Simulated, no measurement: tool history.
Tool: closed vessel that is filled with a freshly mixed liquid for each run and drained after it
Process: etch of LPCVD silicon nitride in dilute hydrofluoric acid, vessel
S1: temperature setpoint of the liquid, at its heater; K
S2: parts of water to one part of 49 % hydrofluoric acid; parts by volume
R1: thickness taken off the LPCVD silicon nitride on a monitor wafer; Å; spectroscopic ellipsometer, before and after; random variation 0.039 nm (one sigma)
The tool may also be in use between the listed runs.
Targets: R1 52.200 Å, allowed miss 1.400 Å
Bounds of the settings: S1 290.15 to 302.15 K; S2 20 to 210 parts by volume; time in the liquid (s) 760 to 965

Run 1, hour 0.0: S1 294.15 K, S2 115 parts by volume, time in the liquid (s) 965. Result: R1 34.362 Å.
Run 2, hour 9.6: S1 294.15 K, S2 115 parts by volume, time in the liquid (s) 965. Result: R1 34.358 Å.
Run 3, hour 16.7: S1 295.65 K, S2 115 parts by volume, time in the liquid (s) 965. Result: R1 37.486 Å.
Run 4, hour 19.5: S1 296.65 K, S2 115 parts by volume, time in the liquid (s) 965. Result: R1 40.512 Å.
Run 5, hour 26.8: S1 297.65 K, S2 115 parts by volume, time in the liquid (s) 965. Result: R1 43.435 Å.
Run 6, hour 34.6: S1 298.15 K, S2 115 parts by volume, time in the liquid (s) 965. Result: R1 44.690 Å.
Run 7, hour 36.3: S1 298.65 K, S2 115 parts by volume, time in the liquid (s) 965. Result: R1 46.369 Å.
Run 8, hour 45.1: S1 299.15 K, S2 115 parts by volume, time in the liquid (s) 965. Result: R1 47.199 Å.
Run 9, hour 48.9: S1 299.65 K, S2 115 parts by volume, time in the liquid (s) 965. Result: R1 49.328 Å.

Which of these 4 next moves meets every target?
Run A, hour 52.7: S1 300.15 K, S2 110 parts by volume, time in the liquid (s) 955. Result: R1 ?.
Run B, hour 52.7: S1 301.65 K, S2 110 parts by volume, time in the liquid (s) 760. Result: R1 ?.
Run C, hour 52.7: S1 300.65 K, S2 105 parts by volume, time in the liquid (s) 835. Result: R1 ?.
Run D, hour 52.7: S1 300.15 K, S2 105 parts by volume, time in the liquid (s) 965. Result: R1 ?.

move      R1
   A  52.524
   B  45.984
   C  49.670
   D  55.594
A: meets every target
B: further off than the last run
C: nearer than the last run, and not there yet
D: takes the result that was furthest off past its target
The right move is A.

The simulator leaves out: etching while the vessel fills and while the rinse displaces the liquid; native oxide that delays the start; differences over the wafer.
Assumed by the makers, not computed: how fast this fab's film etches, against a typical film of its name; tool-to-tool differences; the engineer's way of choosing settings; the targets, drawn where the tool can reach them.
